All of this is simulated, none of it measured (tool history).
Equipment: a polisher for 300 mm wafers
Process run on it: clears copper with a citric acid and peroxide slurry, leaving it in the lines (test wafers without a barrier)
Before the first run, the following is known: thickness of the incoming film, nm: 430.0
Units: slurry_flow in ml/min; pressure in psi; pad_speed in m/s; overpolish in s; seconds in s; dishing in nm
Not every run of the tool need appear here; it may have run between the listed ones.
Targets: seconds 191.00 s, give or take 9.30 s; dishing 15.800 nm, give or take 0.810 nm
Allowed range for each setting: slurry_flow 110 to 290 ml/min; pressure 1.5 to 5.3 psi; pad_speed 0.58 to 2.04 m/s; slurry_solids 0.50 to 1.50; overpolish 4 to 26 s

run	hour	slurry_flow	pressure	pad_speed	slurry_solids	overpolish	seconds	dishing
1	0.0	185	3.4	1.30	1.00	13	151.69	26.726
2	8.0	185	3.4	1.30	1.15	13	148.84	28.027
3	13.8	185	3.3	1.30	1.15	12	154.33	24.378
4	17.1	205	3.3	1.30	1.15	12	152.04	25.823
5	22.9	200	3.2	1.30	1.15	12	156.06	24.857
6	29.6	200	3.1	1.30	1.15	12	165.19	23.589
7	32.2	195	2.9	1.30	1.10	10	171.76	18.862
8	35.8	185	2.7	1.30	1.10	10	187.55	17.687

Pick the move, out of 4, that brings all results within their allowed miss; only one does.
A	39.4	190	2.8	1.38	1.15	8	?	?
B	39.4	180	2.6	1.52	1.10	8	?	?
C	39.4	190	2.5	1.36	1.10	9	?	?
D	39.4	115	3.2	1.14	1.25	10	?	?

move	seconds	dishing
A	163.02	15.554
B	162.06	15.620
C	186.05	15.320
D	184.09	17.131
A: puts the biggest miss on target and leaves a different result outside tolerance
B: puts the biggest miss on target and leaves a different result outside tolerance
C: all results land within tolerance of their targets
D: closes in on the targets versus the last run, not all within tolerance yet
Move C is the one to make.
